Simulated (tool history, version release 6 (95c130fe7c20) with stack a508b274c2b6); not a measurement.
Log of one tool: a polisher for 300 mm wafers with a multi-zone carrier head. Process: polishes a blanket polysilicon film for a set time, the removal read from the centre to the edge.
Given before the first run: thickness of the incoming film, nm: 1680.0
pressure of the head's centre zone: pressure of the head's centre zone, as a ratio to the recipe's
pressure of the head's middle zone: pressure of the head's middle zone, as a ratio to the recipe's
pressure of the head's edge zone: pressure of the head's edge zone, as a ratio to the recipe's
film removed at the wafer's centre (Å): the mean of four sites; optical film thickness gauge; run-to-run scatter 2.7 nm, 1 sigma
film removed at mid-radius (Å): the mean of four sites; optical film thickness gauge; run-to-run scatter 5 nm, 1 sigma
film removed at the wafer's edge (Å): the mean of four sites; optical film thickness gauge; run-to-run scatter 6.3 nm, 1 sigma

| run | hour | flow of slurry (ml/min) | pressure of the head's centre zone | pressure of the head's middle zone | pressure of the head's edge zone | polishing time (s) | film removed at the wafer's centre (Å) | film removed at mid-radius (Å) | film removed at the wafer's edge (Å) |
|---|---|---|---|---|---|---|---|---|---|
| 1 | 0 | 315 | 1 | 1 | 1 | 66 | 4737.2 | 4605.3 | 4702.6 |
| 2 | 4.5 | 315 | 1 | 1 | 1 | 81 | 5784.5 | 5774.4 | 5641.7 |
| 3 | 12.3 | 305 | 0.96 | 0.95 | 1 | 78 | 5367.5 | 5195.7 | 5521.5 |
| 4 | 15.8 | 305 | 0.96 | 0.88 | 1 | 78 | 5357.6 | 4841.4 | 5557.8 |
| 5 | 24.2 | 350 | 0.96 | 0.88 | 1 | 78 | 5487.6 | 4859.6 | 5418.9 |
| 6 | 27 | 340 | 0.92 | 0.87 | 0.99 | 76 | 5179.3 | 4771.3 | 5262.8 |
| 7 | 28.9 | 320 | 0.89 | 0.85 | 1 | 74 | 4857.5 | 4509.4 | 5239.3 |
| 8 | 32 | 320 | 0.89 | 0.85 | 1 | 74 | 4842.9 | 4670.4 | 5186.1 |
| 9 | 36.1 | 300 | 0.88 | 0.84 | 1.01 | 72 | 4678.8 | 4393.1 | 5094 |
| 10 | 37 | 290 | 0.86 | 0.83 | 1.01 | 71 | 4562.1 | 4276.6 | 4970 |
| 11 | 44.7 | 280 | 0.84 | 0.83 | 1.03 | 70 | 4376.3 | 4168.6 | 4837.9 |

Run 12 has not been measured yet. What should we expect?
| 12 | 46.8 | 255 | 0.83 | 0.84 | 1.05 | 71 | ? | ? | ? |

Run 12 measured film removed at the wafer's centre (Å) 4303.5, film removed at mid-radius (Å) 4206, film removed at the wafer's edge (Å) 5063.1.
